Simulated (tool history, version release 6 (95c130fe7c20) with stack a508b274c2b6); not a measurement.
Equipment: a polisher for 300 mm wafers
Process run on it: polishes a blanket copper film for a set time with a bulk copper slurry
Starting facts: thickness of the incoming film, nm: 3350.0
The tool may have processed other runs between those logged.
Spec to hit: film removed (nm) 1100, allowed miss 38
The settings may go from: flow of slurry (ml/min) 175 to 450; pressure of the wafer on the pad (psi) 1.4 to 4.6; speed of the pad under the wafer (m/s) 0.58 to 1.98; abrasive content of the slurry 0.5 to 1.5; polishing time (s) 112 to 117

run  hour  flow of slurry (ml/min)  pressure of the wafer on the pad (psi)  speed of the pad under the wafer (m/s)  abrasive content of the slurry  polishing time (s)  film removed (nm)
  1     0                      290                                       3                                    1.28                               1                 112             1479.1
  2   2.5                      340                                       3                                    1.28                               1                 112             1508.1
  3   8.4                      340                                       3                                    1.14                               1                 112             1344.4
  4  10.9                      275                                       3                                    1.14                               1                 112             1314.8
  5  16.8                      275                                       3                                    1.14                            0.85                 112             1270.1
  6  19.7                      275                                     2.9                                    1.14                            0.85                 112             1228.6
  7  24.5                      275                                     2.8                                    1.14                            0.85                 112               1190
  8  29.1                      275                                     2.7                                    1.14                            0.85                 112             1153.5

Below are 4 possible settings for the next run. Only one of them brings all results inside the allowed miss of their targets. Which is it?
  A  33.7                      200                                     2.8                                    1.14                             0.9                 115                  ?
  B  33.7                      285                                     2.6                                    1.12                             0.8                 114                  ?
  C  33.7                      295                                     2.8                                    1.18                             0.7                 114                  ?
  D  33.7                      265                                     2.8                                     1.2                            0.75                 117                  ?

move  film removed (nm)
   A             1200.7
   B             1121.9
   C               1240
   D             1293.1
A: further off than the last run
B: every result lands within tolerance
C: further off than the last run
D: further off than the last run
The right move is B.
